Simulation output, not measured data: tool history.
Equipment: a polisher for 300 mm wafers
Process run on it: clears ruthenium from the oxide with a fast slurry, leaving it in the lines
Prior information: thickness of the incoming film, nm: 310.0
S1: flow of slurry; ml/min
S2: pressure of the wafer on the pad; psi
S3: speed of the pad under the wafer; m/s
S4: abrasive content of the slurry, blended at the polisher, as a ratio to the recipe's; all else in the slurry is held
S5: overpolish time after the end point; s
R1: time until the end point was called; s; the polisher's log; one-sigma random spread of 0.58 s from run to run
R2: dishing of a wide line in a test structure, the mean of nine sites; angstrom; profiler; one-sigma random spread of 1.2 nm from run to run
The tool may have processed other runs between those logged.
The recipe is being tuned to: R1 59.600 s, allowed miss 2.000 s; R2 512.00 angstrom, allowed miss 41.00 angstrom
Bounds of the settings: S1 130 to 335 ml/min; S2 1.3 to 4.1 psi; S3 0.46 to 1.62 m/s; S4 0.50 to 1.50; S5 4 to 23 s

run,hour,S1,S2,S3,S4,S5,R1,R2
1,0.0,215,2.7,1.04,1.00,12,93.778,307.10
2,3.4,215,2.2,1.04,1.00,12,117.690,262.52
3,7.8,215,2.2,1.04,1.00,15,114.090,314.38
4,13.9,245,2.2,1.04,1.00,15,112.390,313.90
5,17.2,250,2.6,1.04,1.00,15,96.006,363.24
6,25.9,250,2.9,1.04,1.00,15,84.855,400.81
# hour 32.8: worn pad replaced by a new one
7,32.8,250,2.9,1.04,1.00,15,79.754,438.72
8,39.8,255,3.1,1.04,1.00,15,74.764,451.26
9,42.7,260,3.2,1.04,1.00,15,70.394,467.93
10,49.9,265,3.3,1.04,1.00,15,68.445,481.14

Consider the 4 candidate settings below. Which is the only one whose results all fall within their allowed miss of target?
A,57.1,275,3.6,1.18,1.00,13,?,?
B,57.1,305,3.0,1.36,0.95,14,?,?
C,57.1,275,3.8,1.26,0.80,17,?,?
D,57.1,215,3.3,1.06,1.20,13,?,?

move,R1,R2
A,55.372,499.87
B,58.220,509.07
C,54.107,618.49
D,64.165,445.61
A: pushes the last run's worst result past its target
B: meets every target
C: pushes the last run's worst result past its target
D: closes in on the targets versus the last run, not all within tolerance yet
Go with B: it meets all targets.

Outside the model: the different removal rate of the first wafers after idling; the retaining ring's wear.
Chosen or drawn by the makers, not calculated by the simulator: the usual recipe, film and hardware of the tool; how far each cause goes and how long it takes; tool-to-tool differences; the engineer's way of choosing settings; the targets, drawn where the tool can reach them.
